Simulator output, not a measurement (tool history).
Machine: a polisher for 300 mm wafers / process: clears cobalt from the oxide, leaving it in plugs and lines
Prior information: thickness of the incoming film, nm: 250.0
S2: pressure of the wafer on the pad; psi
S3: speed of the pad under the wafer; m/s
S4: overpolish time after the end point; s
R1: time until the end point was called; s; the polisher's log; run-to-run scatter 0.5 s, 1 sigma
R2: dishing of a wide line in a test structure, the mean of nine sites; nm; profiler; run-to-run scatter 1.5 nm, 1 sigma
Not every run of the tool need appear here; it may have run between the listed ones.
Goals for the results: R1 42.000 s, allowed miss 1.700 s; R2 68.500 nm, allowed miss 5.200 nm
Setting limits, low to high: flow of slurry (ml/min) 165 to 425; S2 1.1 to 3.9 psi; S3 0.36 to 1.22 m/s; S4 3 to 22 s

run 1 hour=0.0 | flow_of_slurry_(ml/min)=275 S2=2.5 S3=0.78 S4=11 | R1=54.352 R2=41.052
run 2 hour=3.6 | flow_of_slurry_(ml/min)=275 S2=2.5 S3=0.58 S4=11 | R1=74.644 R2=31.175
run 3 hour=10.8 | flow_of_slurry_(ml/min)=275 S2=2.5 S3=0.58 S4=16 | R1=73.533 R2=43.413
run 4 hour=11.9 | flow_of_slurry_(ml/min)=275 S2=2.1 S3=0.58 S4=16 | R1=87.831 R2=37.860
run 5 hour=20.7 | flow_of_slurry_(ml/min)=275 S2=2.3 S3=0.58 S4=16 | R1=77.856 R2=40.785
run 6 hour=23.7 | flow_of_slurry_(ml/min)=275 S2=2.3 S3=0.76 S4=16 | R1=62.002 R2=49.518
run 7 hour=26.1 | flow_of_slurry_(ml/min)=275 S2=2.5 S3=0.76 S4=16 | R1=57.023 R2=53.481
run 8 hour=31.3 | flow_of_slurry_(ml/min)=275 S2=2.6 S3=0.76 S4=16 | R1=54.425 R2=52.114
run 9 hour=37.7 | flow_of_slurry_(ml/min)=275 S2=2.7 S3=0.76 S4=17 | R1=53.475 R2=57.832
run 10 hour=40.9 | flow_of_slurry_(ml/min)=275 S2=2.8 S3=0.76 S4=17 | R1=52.594 R2=58.306

Next run, 4 choices. One meets every target within its allowed miss, the rest don't. Which?
run A hour=44.1 | flow_of_slurry_(ml/min)=285 S2=3.1 S3=1.02 S4=18 | R1=? R2=?
run B hour=44.1 | flow_of_slurry_(ml/min)=280 S2=2.9 S3=0.86 S4=13 | R1=? R2=?
run C hour=44.1 | flow_of_slurry_(ml/min)=250 S2=2.8 S3=0.94 S4=18 | R1=? R2=?
run D hour=44.1 | flow_of_slurry_(ml/min)=290 S2=2.7 S3=0.64 S4=18 | R1=? R2=?

move=A R1=34.935 R2=75.031
move=B R1=44.018 R2=53.359
move=C R1=42.249 R2=67.578
move=D R1=62.445 R2=52.539
A: takes the result that was furthest off past its target
B: gains on the last run, yet a result remains outside its allowed miss
C: each result inside its tolerance
D: lands further from the targets than the last run did
C meets every target.
